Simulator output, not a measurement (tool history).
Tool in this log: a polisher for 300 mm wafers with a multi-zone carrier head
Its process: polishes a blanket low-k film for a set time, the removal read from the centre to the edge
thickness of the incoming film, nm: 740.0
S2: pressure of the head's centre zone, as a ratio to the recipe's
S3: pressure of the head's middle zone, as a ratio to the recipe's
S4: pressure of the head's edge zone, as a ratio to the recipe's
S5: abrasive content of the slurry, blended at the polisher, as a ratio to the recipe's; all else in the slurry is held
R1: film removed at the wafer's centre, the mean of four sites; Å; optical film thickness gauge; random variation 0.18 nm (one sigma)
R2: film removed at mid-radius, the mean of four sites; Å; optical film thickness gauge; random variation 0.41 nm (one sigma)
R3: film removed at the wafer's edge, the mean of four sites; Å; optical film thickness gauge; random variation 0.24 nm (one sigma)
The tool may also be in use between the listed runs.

Run 1, day 0: flow of slurry (ml/min) 155, S2 1, S3 1, S4 1, S5 1, polishing time (s) 58. Result: R1 244.88 Å, R2 238.47 Å, R3 243.55 Å.
Run 2, day 0.062: flow of slurry (ml/min) 160, S2 1, S3 1.01, S4 1.01, S5 1, polishing time (s) 58. Result: R1 248.53 Å, R2 250.1 Å, R3 250.41 Å.
Run 3, day 0.242: flow of slurry (ml/min) 165, S2 1, S3 1.01, S4 1.01, S5 1, polishing time (s) 58. Result: R1 248.24 Å, R2 259.13 Å, R3 250.8 Å.
Run 4, day 0.517: flow of slurry (ml/min) 165, S2 1, S3 1.01, S4 1.01, S5 1, polishing time (s) 51. Result: R1 218.26 Å, R2 217.28 Å, R3 218.44 Å.
Run 5, day 0.567: flow of slurry (ml/min) 165, S2 0.93, S3 1.01, S4 1.01, S5 1, polishing time (s) 51. Result: R1 203.18 Å, R2 218.8 Å, R3 220.15 Å.
Run 6, day 0.742: flow of slurry (ml/min) 200, S2 0.93, S3 1.01, S4 1.01, S5 1, polishing time (s) 51. Result: R1 207.28 Å, R2 224.44 Å, R3 219.34 Å.
Run 7, day 0.954: flow of slurry (ml/min) 195, S2 0.95, S3 1.02, S4 1.02, S5 1.05, polishing time (s) 51. Result: R1 213.58 Å, R2 232.39 Å, R3 226.67 Å.

The next listed run, before its measurement:
Run 8, day 0.979: flow of slurry (ml/min) 195, S2 0.97, S3 1.03, S4 1.03, S5 1.05, polishing time (s) 51. Result: R1 ?, R2 ?, R3 ?.

R1: 221.36 Å
R2: 232.98 Å
R3: 227.62 Å
